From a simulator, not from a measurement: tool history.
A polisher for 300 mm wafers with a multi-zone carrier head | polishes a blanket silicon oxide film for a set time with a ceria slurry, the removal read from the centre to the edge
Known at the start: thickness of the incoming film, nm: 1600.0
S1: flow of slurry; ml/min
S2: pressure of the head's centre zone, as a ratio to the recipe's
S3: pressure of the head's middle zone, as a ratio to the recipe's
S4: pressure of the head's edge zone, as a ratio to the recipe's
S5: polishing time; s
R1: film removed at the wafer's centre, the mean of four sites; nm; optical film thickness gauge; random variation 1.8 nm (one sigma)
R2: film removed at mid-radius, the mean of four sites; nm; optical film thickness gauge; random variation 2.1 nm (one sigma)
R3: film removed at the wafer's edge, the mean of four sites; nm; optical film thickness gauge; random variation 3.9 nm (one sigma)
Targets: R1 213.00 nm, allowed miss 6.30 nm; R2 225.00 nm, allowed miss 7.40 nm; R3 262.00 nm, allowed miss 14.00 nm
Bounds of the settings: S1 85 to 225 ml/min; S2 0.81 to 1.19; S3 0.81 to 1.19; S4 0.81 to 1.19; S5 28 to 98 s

| run | hour | S1 | S2 | S3 | S4 | S5 | R1 | R2 | R3 |
|---|---|---|---|---|---|---|---|---|---|
| 1 | 0.0 | 145 | 1.00 | 1.00 | 1.00 | 63 | 264.98 | 264.22 | 271.92 |
| 2 | 7.0 | 135 | 0.98 | 0.98 | 1.01 | 63 | 258.52 | 264.63 | 275.92 |
| 3 | 8.8 | 130 | 0.96 | 0.95 | 1.01 | 62 | 248.98 | 244.59 | 267.46 |
| 4 | 16.6 | 130 | 0.96 | 0.95 | 0.94 | 62 | 248.42 | 250.94 | 260.25 |
| 5 | 19.3 | 125 | 0.94 | 0.94 | 0.95 | 62 | 242.35 | 242.35 | 258.24 |
| 6 | 25.5 | 125 | 0.94 | 0.99 | 0.95 | 62 | 241.16 | 250.82 | 253.84 |
| 7 | 26.4 | 120 | 0.92 | 0.98 | 0.97 | 62 | 237.31 | 251.98 | 265.31 |
| 8 | 28.0 | 115 | 0.91 | 0.97 | 0.97 | 62 | 233.16 | 248.79 | 261.32 |
| 9 | 32.0 | 110 | 0.90 | 0.96 | 0.97 | 62 | 230.51 | 238.95 | 259.01 |
| 10 | 38.8 | 105 | 0.89 | 0.96 | 0.98 | 62 | 225.63 | 236.63 | 256.37 |
| 11 | 44.0 | 100 | 0.88 | 0.96 | 0.99 | 62 | 224.78 | 237.48 | 259.04 |

5 next moves are on the table. One of them brings every result within its allowed miss. Which?
| A | 49.2 | 85 | 0.93 | 0.90 | 0.84 | 66 | ? | ? | ? |
| B | 49.2 | 85 | 0.84 | 0.98 | 1.03 | 63 | ? | ? | ? |
| C | 49.2 | 125 | 0.81 | 1.03 | 1.07 | 60 | ? | ? | ? |
| D | 49.2 | 115 | 0.83 | 0.88 | 1.02 | 61 | ? | ? | ? |
| E | 49.2 | 95 | 0.81 | 0.98 | 0.97 | 64 | ? | ? | ? |

| move | R1 | R2 | R3 |
|---|---|---|---|
| A | 241.62 | 236.27 | 252.44 |
| B | 212.14 | 242.20 | 264.73 |
| C | 208.80 | 254.01 | 266.61 |
| D | 213.51 | 223.77 | 263.13 |
| E | 213.07 | 250.05 | 264.12 |
A: further off than the last run
B: brings the result that was furthest off to its target, and leaves another outside
C: brings the result that was furthest off to its target, and leaves another outside
D: meets every target
E: brings the result that was furthest off to its target, and leaves another outside
The right move is D.
